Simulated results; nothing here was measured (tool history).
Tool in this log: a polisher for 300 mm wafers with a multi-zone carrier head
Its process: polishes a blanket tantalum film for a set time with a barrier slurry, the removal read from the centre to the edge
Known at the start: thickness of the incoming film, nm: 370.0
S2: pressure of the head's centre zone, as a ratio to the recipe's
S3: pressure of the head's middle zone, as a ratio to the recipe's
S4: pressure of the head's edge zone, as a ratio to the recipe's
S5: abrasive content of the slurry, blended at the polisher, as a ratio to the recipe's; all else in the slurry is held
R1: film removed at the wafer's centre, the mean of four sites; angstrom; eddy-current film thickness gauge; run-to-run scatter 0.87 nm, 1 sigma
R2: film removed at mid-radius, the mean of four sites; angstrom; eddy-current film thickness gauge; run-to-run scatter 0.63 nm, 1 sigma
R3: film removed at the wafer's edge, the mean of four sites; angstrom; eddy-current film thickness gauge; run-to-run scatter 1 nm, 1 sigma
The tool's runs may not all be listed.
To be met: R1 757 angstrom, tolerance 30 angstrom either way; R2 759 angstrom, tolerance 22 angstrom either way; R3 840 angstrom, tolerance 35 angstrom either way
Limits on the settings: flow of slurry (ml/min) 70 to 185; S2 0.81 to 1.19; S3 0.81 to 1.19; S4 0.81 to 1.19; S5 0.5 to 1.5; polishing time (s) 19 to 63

{"run": 1, "hour": 0.0, "flow of slurry (ml/min)": 120, "S2": 1, "S3": 1, "S4": 1, "S5": 1, "polishing time (s)": 41, "R1": 592.97, "R2": 588.58, "R3": 609.15}
{"run": 2, "hour": 6.0, "flow of slurry (ml/min)": 120, "S2": 0.95, "S3": 1, "S4": 1, "S5": 1, "polishing time (s)": 41, "R1": 564.92, "R2": 590.37, "R3": 598.19}
{"run": 3, "hour": 13.4, "flow of slurry (ml/min)": 120, "S2": 0.96, "S3": 1, "S4": 1.02, "S5": 1.05, "polishing time (s)": 41, "R1": 571.96, "R2": 599.55, "R3": 622.24}
{"run": 4, "hour": 17.7, "flow of slurry (ml/min)": 125, "S2": 0.98, "S3": 1.01, "S4": 1.04, "S5": 1.1, "polishing time (s)": 41, "R1": 612.84, "R2": 613.37, "R3": 656.41}
{"run": 5, "hour": 22.7, "flow of slurry (ml/min)": 130, "S2": 0.98, "S3": 1.03, "S4": 1.06, "S5": 1.1, "polishing time (s)": 41, "R1": 598.57, "R2": 643.8, "R3": 642.82}
{"run": 6, "hour": 24.5, "flow of slurry (ml/min)": 130, "S2": 0.98, "S3": 1.03, "S4": 1.07, "S5": 1.15, "polishing time (s)": 41, "R1": 606.09, "R2": 629.07, "R3": 652.79}
{"run": 7, "hour": 29.8, "flow of slurry (ml/min)": 135, "S2": 0.98, "S3": 1.03, "S4": 1.08, "S5": 1.2, "polishing time (s)": 42, "R1": 650.44, "R2": 656.83, "R3": 680.88}
{"run": 8, "hour": 38.7, "flow of slurry (ml/min)": 135, "S2": 0.98, "S3": 1.03, "S4": 1.09, "S5": 1.25, "polishing time (s)": 43, "R1": 660.28, "R2": 676.14, "R3": 708.74}
{"run": 9, "hour": 41.2, "flow of slurry (ml/min)": 135, "S2": 0.98, "S3": 1.03, "S4": 1.1, "S5": 1.3, "polishing time (s)": 43, "R1": 666.84, "R2": 692.44, "R3": 718.79}
{"run": 10, "hour": 47.8, "flow of slurry (ml/min)": 135, "S2": 0.98, "S3": 1.03, "S4": 1.11, "S5": 1.3, "polishing time (s)": 43, "R1": 652.79, "R2": 683.43, "R3": 717.25}
{"run": 11, "hour": 56.0, "flow of slurry (ml/min)": 140, "S2": 0.98, "S3": 1.03, "S4": 1.12, "S5": 1.3, "polishing time (s)": 43, "R1": 677.42, "R2": 696.96, "R3": 731.78}
{"run": 12, "hour": 60.7, "flow of slurry (ml/min)": 145, "S2": 0.98, "S3": 1.03, "S4": 1.13, "S5": 1.3, "polishing time (s)": 43, "R1": 694.4, "R2": 691.77, "R3": 736.33}
{"run": 13, "hour": 64.6, "flow of slurry (ml/min)": 145, "S2": 0.97, "S3": 1.03, "S4": 1.14, "S5": 1.3, "polishing time (s)": 43, "R1": 673.63, "R2": 700.39, "R3": 739.93}
{"run": 14, "hour": 69.6, "flow of slurry (ml/min)": 150, "S2": 0.97, "S3": 1.03, "S4": 1.15, "S5": 1.3, "polishing time (s)": 43, "R1": 682.95, "R2": 706.62, "R3": 763.97}

Exercise: of the 5 proposed moves below, exactly one satisfies all targets within the stated allowed misses. Which move is it?
{"run": "A", "hour": 74.6, "flow of slurry (ml/min)": 135, "S2": 0.92, "S3": 0.83, "S4": 1.19, "S5": 1.45, "polishing time (s)": 51, "R1": "?", "R2": "?", "R3": "?"}
{"run": "B", "hour": 74.6, "flow of slurry (ml/min)": 140, "S2": 0.96, "S3": 0.98, "S4": 1.13, "S5": 1.5, "polishing time (s)": 48, "R1": "?", "R2": "?", "R3": "?"}
{"run": "C", "hour": 74.6, "flow of slurry (ml/min)": 145, "S2": 1.11, "S3": 0.99, "S4": 1.08, "S5": 1.25, "polishing time (s)": 46, "R1": "?", "R2": "?", "R3": "?"}
{"run": "D", "hour": 74.6, "flow of slurry (ml/min)": 155, "S2": 0.92, "S3": 0.82, "S4": 1.19, "S5": 1.25, "polishing time (s)": 51, "R1": "?", "R2": "?", "R3": "?"}
{"run": "E", "hour": 74.6, "flow of slurry (ml/min)": 145, "S2": 1.05, "S3": 0.99, "S4": 1.15, "S5": 1.35, "polishing time (s)": 44, "R1": "?", "R2": "?", "R3": "?"}

move=A R1=754.62 R2=701.87 R3=908.6
move=B R1=753.34 R2=768.82 R3=840.66
move=C R1=813.05 R2=721.78 R3=763.65
move=D R1=755.99 R2=693.8 R3=900.12
move=E R1=746.73 R2=701.21 R3=765.83
A: corrects the largest miss of the last run, while another result sits out of spec
B: meets every target
C: takes the result that was furthest off past its target
D: corrects the largest miss of the last run, while another result sits out of spec
E: corrects the largest miss of the last run, while another result sits out of spec
B is the move that brings every result within its allowed miss.

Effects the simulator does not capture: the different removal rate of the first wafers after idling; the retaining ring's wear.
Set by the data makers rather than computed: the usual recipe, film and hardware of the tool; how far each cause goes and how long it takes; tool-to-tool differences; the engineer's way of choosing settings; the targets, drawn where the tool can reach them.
